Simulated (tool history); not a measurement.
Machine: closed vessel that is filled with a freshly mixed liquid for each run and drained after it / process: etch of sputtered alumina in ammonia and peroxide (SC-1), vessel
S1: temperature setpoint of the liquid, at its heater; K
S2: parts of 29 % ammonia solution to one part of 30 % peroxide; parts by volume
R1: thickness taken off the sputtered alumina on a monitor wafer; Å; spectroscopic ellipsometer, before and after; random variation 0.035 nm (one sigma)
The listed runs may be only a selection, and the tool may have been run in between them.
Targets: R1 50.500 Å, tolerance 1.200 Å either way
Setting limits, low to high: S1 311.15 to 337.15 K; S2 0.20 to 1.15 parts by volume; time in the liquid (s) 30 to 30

{"run": 1, "hour": 0.0, "S1": 321.15, "S2": 0.65, "time in the liquid (s)": 30, "R1": 25.466}
{"run": 2, "hour": 9.2, "S1": 324.15, "S2": 0.65, "time in the liquid (s)": 30, "R1": 29.962}
{"run": 3, "hour": 16.6, "S1": 326.65, "S2": 0.65, "time in the liquid (s)": 30, "R1": 34.146}
{"run": 4, "hour": 25.4, "S1": 328.65, "S2": 0.65, "time in the liquid (s)": 30, "R1": 37.992}
{"run": 5, "hour": 32.1, "S1": 325.65, "S2": 0.65, "time in the liquid (s)": 30, "R1": 32.24}
{"run": 6, "hour": 39.0, "S1": 325.65, "S2": 0.65, "time in the liquid (s)": 30, "R1": 32.311}
{"run": 7, "hour": 43.1, "S1": 325.65, "S2": 0.65, "time in the liquid (s)": 30, "R1": 32.544}
{"run": 8, "hour": 46.2, "S1": 327.65, "S2": 0.65, "time in the liquid (s)": 30, "R1": 36.25}
{"run": 9, "hour": 49.3, "S1": 329.15, "S2": 0.65, "time in the liquid (s)": 30, "R1": 39.37}
{"run": 10, "hour": 56.9, "S1": 334.65, "S2": 0.65, "time in the liquid (s)": 30, "R1": 51.803}

Pick the move, out of 4, that brings all results within their allowed miss; only one does.
{"run": "A", "hour": 64.5, "S1": 333.15, "S2": 0.55, "time in the liquid (s)": 30, "R1": "?"}
{"run": "B", "hour": 64.5, "S1": 335.15, "S2": 0.55, "time in the liquid (s)": 30, "R1": "?"}
{"run": "C", "hour": 64.5, "S1": 335.15, "S2": 0.65, "time in the liquid (s)": 30, "R1": "?"}
{"run": "D", "hour": 64.5, "S1": 335.15, "S2": 0.35, "time in the liquid (s)": 30, "R1": "?"}

move=A R1=47.441
move=B R1=52.532
move=C R1=53.366
move=D R1=50.339
A: carries the result that was furthest off beyond its target, to the other side
B: further off than the last run
C: further off than the last run
D: every result within its allowed miss
Move D is the one to make.

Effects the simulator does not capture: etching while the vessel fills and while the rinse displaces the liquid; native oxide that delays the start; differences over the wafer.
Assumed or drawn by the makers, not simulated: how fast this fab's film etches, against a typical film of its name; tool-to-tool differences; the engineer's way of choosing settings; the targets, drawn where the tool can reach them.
